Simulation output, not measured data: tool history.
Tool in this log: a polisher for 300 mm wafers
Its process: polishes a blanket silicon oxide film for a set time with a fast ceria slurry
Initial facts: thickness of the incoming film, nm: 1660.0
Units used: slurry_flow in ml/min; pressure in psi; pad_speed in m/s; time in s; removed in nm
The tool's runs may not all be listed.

run  hour  slurry_flow  pressure  pad_speed  time  removed
  1     0          185       2.2       0.82    49   588.46
  2   1.2          185       2.6       0.82    49   676.35
  3     9          180       2.4       0.82    49    631.4
  4  10.6          180       2.3       0.82    49   606.31
  5  11.2          180       2.3       0.98    49   725.75
  6  15.6          180         2       0.98    49   650.41
  7    20          175       1.9       0.98    49   621.09
  8  27.8          170       1.8       0.98    49   597.41
  9  33.7          170       1.8       0.98    49   603.75

Run 10 is up next; what results do you expect?
 10  36.6          170       1.8       0.98    49        ?

Run 10 measured removed 596.1 nm.
